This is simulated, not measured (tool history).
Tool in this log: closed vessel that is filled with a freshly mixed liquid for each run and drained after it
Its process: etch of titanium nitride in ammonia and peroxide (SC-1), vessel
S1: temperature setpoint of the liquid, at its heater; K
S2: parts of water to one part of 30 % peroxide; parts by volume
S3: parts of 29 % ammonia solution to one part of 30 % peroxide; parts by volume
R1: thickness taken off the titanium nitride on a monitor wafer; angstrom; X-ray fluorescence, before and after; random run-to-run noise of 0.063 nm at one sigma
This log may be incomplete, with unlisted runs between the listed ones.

Run 1, hour 0: S1 329.15 K, S2 6 parts by volume, S3 0.4 parts by volume, time in the liquid (s) 30. Result: R1 30.065 angstrom.
Run 2, hour 4.2: S1 329.15 K, S2 7.5 parts by volume, S3 0.4 parts by volume, time in the liquid (s) 30. Result: R1 27.259 angstrom.
Run 3, hour 10: S1 329.15 K, S2 7.5 parts by volume, S3 0.4 parts by volume, time in the liquid (s) 30. Result: R1 27.155 angstrom.
Run 4, hour 18.2: S1 329.15 K, S2 7.5 parts by volume, S3 0.4 parts by volume, time in the liquid (s) 30. Result: R1 27.249 angstrom.
Run 5, hour 24.7: S1 329.15 K, S2 5.5 parts by volume, S3 0.4 parts by volume, time in the liquid (s) 30. Result: R1 31.731 angstrom.
Run 6, hour 31.8: S1 332.15 K, S2 5.5 parts by volume, S3 0.4 parts by volume, time in the liquid (s) 30. Result: R1 39.308 angstrom.
Run 7, hour 40.7: S1 332.15 K, S2 5.5 parts by volume, S3 0.4 parts by volume, time in the liquid (s) 30. Result: R1 38.387 angstrom.
Run 8, hour 43.1: S1 334.65 K, S2 5.5 parts by volume, S3 0.4 parts by volume, time in the liquid (s) 30. Result: R1 45.444 angstrom.
Run 9, hour 43.9: S1 336.15 K, S2 5.5 parts by volume, S3 0.4 parts by volume, time in the liquid (s) 30. Result: R1 50.644 angstrom.

Predict the results of run 10:
Run 10, hour 46: S1 337.15 K, S2 5.5 parts by volume, S3 0.4 parts by volume, time in the liquid (s) 30. Result: R1 ?.

{"run 10": {"R1": 53.21}}
